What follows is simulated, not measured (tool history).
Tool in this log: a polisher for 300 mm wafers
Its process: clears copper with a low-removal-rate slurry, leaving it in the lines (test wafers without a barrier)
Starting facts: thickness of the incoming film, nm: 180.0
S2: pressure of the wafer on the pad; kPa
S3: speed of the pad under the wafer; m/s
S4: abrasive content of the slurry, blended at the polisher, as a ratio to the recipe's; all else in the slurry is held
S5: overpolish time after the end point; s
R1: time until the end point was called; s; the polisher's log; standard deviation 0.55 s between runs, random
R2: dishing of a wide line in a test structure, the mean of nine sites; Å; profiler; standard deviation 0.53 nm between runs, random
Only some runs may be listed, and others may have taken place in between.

{"run": 1, "day": 0.0, "flow of slurry (ml/min)": 165, "S2": 13.8, "S3": 0.98, "S4": 1, "S5": 13, "R1": 92.756, "R2": 181.34}
{"run": 2, "day": 0.321, "flow of slurry (ml/min)": 165, "S2": 11.7, "S3": 0.98, "S4": 1, "S5": 13, "R1": 103.05, "R2": 166.4}
{"run": 3, "day": 0.608, "flow of slurry (ml/min)": 200, "S2": 11.7, "S3": 0.98, "S4": 1, "S5": 13, "R1": 99.363, "R2": 163.93}
{"run": 4, "day": 0.692, "flow of slurry (ml/min)": 200, "S2": 11.7, "S3": 0.98, "S4": 0.9, "S5": 13, "R1": 102.39, "R2": 167.16}
{"run": 5, "day": 1.038, "flow of slurry (ml/min)": 230, "S2": 11.7, "S3": 0.98, "S4": 0.9, "S5": 13, "R1": 100.98, "R2": 162.28}
{"run": 6, "day": 1.092, "flow of slurry (ml/min)": 230, "S2": 11.7, "S3": 0.98, "S4": 0.9, "S5": 8, "R1": 101.75, "R2": 106.69}
{"run": 7, "day": 1.283, "flow of slurry (ml/min)": 230, "S2": 13.1, "S3": 0.98, "S4": 0.9, "S5": 9, "R1": 94.693, "R2": 132.19}
{"run": 8, "day": 1.654, "flow of slurry (ml/min)": 230, "S2": 14.5, "S3": 0.98, "S4": 0.9, "S5": 9, "R1": 88.302, "R2": 137.49}
{"run": 9, "day": 1.879, "flow of slurry (ml/min)": 230, "S2": 15.2, "S3": 0.98, "S4": 0.9, "S5": 9, "R1": 84.979, "R2": 140.51}
{"run": 10, "day": 1.979, "flow of slurry (ml/min)": 230, "S2": 15.9, "S3": 0.98, "S4": 0.9, "S5": 9, "R1": 82.748, "R2": 140.78}
{"run": 11, "day": 2.2, "flow of slurry (ml/min)": 230, "S2": 16.5, "S3": 0.98, "S4": 0.9, "S5": 9, "R1": 80.968, "R2": 148.76}
{"run": 12, "day": 2.542, "flow of slurry (ml/min)": 230, "S2": 17.2, "S3": 0.98, "S4": 0.9, "S5": 9, "R1": 77.164, "R2": 157.26}
{"run": 13, "day": 2.879, "flow of slurry (ml/min)": 230, "S2": 17.9, "S3": 0.98, "S4": 0.9, "S5": 9, "R1": 75.516, "R2": 154.04}
{"run": 14, "day": 2.962, "flow of slurry (ml/min)": 230, "S2": 18.6, "S3": 0.98, "S4": 0.9, "S5": 9, "R1": 73.503, "R2": 164.82}

For run 15, what comes out?
{"run": 15, "day": 3.088, "flow of slurry (ml/min)": 235, "S2": 21.4, "S3": 0.98, "S4": 0.9, "S5": 11, "R1": "?", "R2": "?"}

R1: 66.54 s
R2: 218.56 Å
